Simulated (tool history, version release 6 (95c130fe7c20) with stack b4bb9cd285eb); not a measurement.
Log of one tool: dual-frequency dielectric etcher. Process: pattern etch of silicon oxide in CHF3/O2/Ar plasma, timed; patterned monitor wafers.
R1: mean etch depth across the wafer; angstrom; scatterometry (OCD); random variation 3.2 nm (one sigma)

{"run": 1, "hour": 0.0, "source power (kW)": 0.55, "bias power (kW)": 0.13, "etch time (s)": 629.0, "R1": 10831.0}
{"run": 2, "hour": 7.5, "source power (kW)": 0.61, "bias power (kW)": 0.13, "etch time (s)": 629.0, "R1": 11437.0}
{"run": 3, "hour": 14.2, "source power (kW)": 0.52, "bias power (kW)": 0.13, "etch time (s)": 629.0, "R1": 10396.0}
{"run": 4, "hour": 20.7, "source power (kW)": 0.52, "bias power (kW)": 0.109, "etch time (s)": 629.0, "R1": 9969.7}
{"run": 5, "hour": 29.1, "source power (kW)": 0.57, "bias power (kW)": 0.11, "etch time (s)": 629.0, "R1": 10526.0}
{"run": 6, "hour": 37.6, "source power (kW)": 0.57, "bias power (kW)": 0.096, "etch time (s)": 629.0, "R1": 10172.0}
{"run": 7, "hour": 39.7, "source power (kW)": 0.61, "bias power (kW)": 0.096, "etch time (s)": 629.0, "R1": 10650.0}
{"run": 8, "hour": 46.5, "source power (kW)": 0.64, "bias power (kW)": 0.096, "etch time (s)": 629.0, "R1": 10870.0}

Forecast run 9:
{"run": 9, "hour": 55.0, "source power (kW)": 0.66, "bias power (kW)": 0.096, "etch time (s)": 629.0, "R1": "?"}

R1: 11109.0 angstrom
